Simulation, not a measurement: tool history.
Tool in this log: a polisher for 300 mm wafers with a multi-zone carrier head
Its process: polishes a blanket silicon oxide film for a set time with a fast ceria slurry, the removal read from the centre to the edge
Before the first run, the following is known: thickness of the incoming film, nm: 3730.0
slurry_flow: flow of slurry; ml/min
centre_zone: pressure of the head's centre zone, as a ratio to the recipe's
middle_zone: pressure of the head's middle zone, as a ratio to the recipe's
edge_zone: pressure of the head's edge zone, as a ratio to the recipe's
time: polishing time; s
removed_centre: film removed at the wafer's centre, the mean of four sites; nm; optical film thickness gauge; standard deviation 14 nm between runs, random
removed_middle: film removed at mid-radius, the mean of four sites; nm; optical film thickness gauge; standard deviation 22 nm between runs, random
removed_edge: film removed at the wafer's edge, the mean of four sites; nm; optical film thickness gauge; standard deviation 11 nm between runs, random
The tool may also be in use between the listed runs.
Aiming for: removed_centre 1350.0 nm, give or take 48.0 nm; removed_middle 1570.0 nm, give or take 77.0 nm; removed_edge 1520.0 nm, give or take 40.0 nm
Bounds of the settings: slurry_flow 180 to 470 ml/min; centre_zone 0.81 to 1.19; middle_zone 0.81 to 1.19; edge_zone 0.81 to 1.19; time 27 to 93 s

run	hour	slurry_flow	centre_zone	middle_zone	edge_zone	time	removed_centre	removed_middle	removed_edge
1	0.0	300	1.00	1.00	1.00	59	1245.7	1281.5	1261.6
2	3.4	300	1.00	1.00	1.07	59	1247.4	1299.0	1271.2
3	10.5	300	0.98	1.00	1.08	61	1269.3	1321.8	1344.8
4	12.4	370	0.98	1.00	1.08	61	1286.3	1342.7	1380.7
5	13.1	380	0.98	1.03	1.10	62	1329.8	1400.7	1391.9
6	16.8	380	0.96	1.04	1.11	63	1316.4	1420.5	1449.6
7	22.1	380	0.96	1.06	1.12	63	1303.8	1440.4	1429.7
8	26.3	385	0.96	1.07	1.13	64	1323.6	1508.9	1478.7
9	32.7	390	0.96	1.08	1.14	64	1353.9	1482.4	1471.3

5 next moves are on the table. One of them brings every result within its allowed miss. Which?
A	39.1	320	1.02	1.07	1.19	62	?	?	?
B	39.1	405	1.01	1.09	1.06	63	?	?	?
C	39.1	365	1.00	0.97	1.17	62	?	?	?
D	39.1	380	0.94	1.11	1.16	66	?	?	?
E	39.1	470	0.91	1.01	1.08	64	?	?	?

move	removed_centre	removed_middle	removed_edge
A	1373.8	1447.6	1434.0
B	1411.5	1522.8	1396.7
C	1363.2	1346.9	1435.7
D	1373.7	1613.2	1522.6
E	1311.2	1464.8	1444.0
A: its largest miss is bigger than the last run's
B: its largest miss is bigger than the last run's
C: its largest miss is bigger than the last run's
D: every result within its allowed miss
E: its largest miss is bigger than the last run's
So the answer is move D, the one that meets all the targets.

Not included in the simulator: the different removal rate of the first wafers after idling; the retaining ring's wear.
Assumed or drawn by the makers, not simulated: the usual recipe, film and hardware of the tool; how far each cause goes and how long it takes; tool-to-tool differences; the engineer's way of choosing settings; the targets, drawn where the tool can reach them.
